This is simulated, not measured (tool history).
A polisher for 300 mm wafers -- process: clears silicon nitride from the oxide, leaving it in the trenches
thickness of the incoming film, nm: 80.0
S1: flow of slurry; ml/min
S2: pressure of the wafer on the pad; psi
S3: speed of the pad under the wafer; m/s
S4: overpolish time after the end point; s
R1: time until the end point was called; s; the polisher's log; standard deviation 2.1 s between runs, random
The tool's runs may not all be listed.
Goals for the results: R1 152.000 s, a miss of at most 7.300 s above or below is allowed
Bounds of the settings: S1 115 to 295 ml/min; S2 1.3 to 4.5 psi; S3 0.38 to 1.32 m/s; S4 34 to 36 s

{"run": 1, "day": 0.0, "S1": 190, "S2": 2.9, "S3": 0.84, "S4": 34, "R1": 91.599}
{"run": 2, "day": 0.371, "S1": 190, "S2": 2.6, "S3": 0.84, "S4": 34, "R1": 100.44}
{"run": 3, "day": 0.717, "S1": 190, "S2": 2.4, "S3": 0.84, "S4": 34, "R1": 108.6}
{"run": 4, "day": 1.029, "S1": 170, "S2": 2.4, "S3": 0.84, "S4": 34, "R1": 110.73}
{"run": 5, "day": 1.238, "S1": 145, "S2": 2.4, "S3": 0.84, "S4": 34, "R1": 116.36}
{"run": 6, "day": 1.329, "S1": 130, "S2": 2.4, "S3": 0.84, "S4": 34, "R1": 118.89}
{"day": 1.504, "done": "slurry nozzle cleaned"}
{"run": 7, "day": 1.504, "S1": 130, "S2": 2.3, "S3": 0.84, "S4": 34, "R1": 115.66}
{"run": 8, "day": 1.683, "S1": 130, "S2": 2.1, "S3": 0.84, "S4": 34, "R1": 130.98}
{"run": 9, "day": 1.779, "S1": 130, "S2": 2.0, "S3": 0.84, "S4": 34, "R1": 136.18}
{"run": 10, "day": 1.879, "S1": 130, "S2": 1.9, "S3": 0.84, "S4": 34, "R1": 142.45}

Below are 4 possible settings for the next run. Only one of them brings all results inside the allowed miss of their targets. Which is it?
{"run": "A", "day": 1.979, "S1": 145, "S2": 1.7, "S3": 0.86, "S4": 36, "R1": "?"}
{"run": "B", "day": 1.979, "S1": 150, "S2": 2.1, "S3": 0.84, "S4": 36, "R1": "?"}
{"run": "C", "day": 1.979, "S1": 170, "S2": 1.8, "S3": 0.9, "S4": 36, "R1": "?"}
{"run": "D", "day": 1.979, "S1": 150, "S2": 1.4, "S3": 0.94, "S4": 34, "R1": "?"}

move=A R1=152.470
move=B R1=126.610
move=C R1=134.040
move=D R1=166.840
A: hits every target within its allowed miss
B: lands further from the targets than the last run did
C: lands further from the targets than the last run did
D: takes the biggest miss from the last run beyond its target
Move A is the one to make.

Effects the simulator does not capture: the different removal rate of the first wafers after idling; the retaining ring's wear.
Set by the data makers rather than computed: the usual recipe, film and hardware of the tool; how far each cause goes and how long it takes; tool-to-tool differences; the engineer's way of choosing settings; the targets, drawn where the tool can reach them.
